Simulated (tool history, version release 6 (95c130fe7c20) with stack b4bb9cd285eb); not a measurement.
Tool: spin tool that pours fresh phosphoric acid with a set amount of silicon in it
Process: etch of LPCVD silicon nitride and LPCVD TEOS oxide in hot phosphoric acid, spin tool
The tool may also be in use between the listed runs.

run  hour  temperature setpoint of the liquid (K)  silicon dissolved in the acid as it is poured (mg a litre)  time under the liquid (s)  thickness taken off the LPCVD silicon nitride on a monitor wafer (nm)  thickness taken off the LPCVD TEOS oxide on a monitor wafer (nm)
  1     0                                  433.15                                                         8.5                        130                                                                 10.778                                                           0.22415
  2   5.5                                  433.15                                                         8.5                         80                                                                 6.6163                                                           0.14759
  3  10.9                                  433.65                                                         9.5                         85                                                                 7.1325                                                            0.1746
  4  14.4                                  433.65                                                         4.5                         85                                                                 7.1894                                                           0.18474
  5  18.3                                  433.65                                                           0                         85                                                                 7.1596                                                           0.22954
  6  20.2                                  433.65                                                           2                         85                                                                 7.1189                                                           0.21575
  7  23.7                                  434.15                                                         3.5                         90                                                                 7.7148                                                           0.19727
  8  27.6                                  434.65                                                         3.5                         95                                                                 8.3598                                                           0.21623
  9  29.2                                  435.15                                                           4                         95                                                                 8.4219                                                           0.21649
 10  34.5                                  435.65                                                         4.5                        100                                                                 8.9727                                                            0.2274
 11  35.3                                  435.65                                                           5                        100                                                                 8.9749                                                           0.26711

Run 12, settings as shown, results not yet in. Your forecast:
 12  40.5                                  436.15                                                           0                        140                                                                      ?                                                                 ?

Run 12 measured thickness taken off the LPCVD silicon nitride on a monitor wafer (nm) 12.778, thickness taken off the LPCVD TEOS oxide on a monitor wafer (nm) 0.34774.

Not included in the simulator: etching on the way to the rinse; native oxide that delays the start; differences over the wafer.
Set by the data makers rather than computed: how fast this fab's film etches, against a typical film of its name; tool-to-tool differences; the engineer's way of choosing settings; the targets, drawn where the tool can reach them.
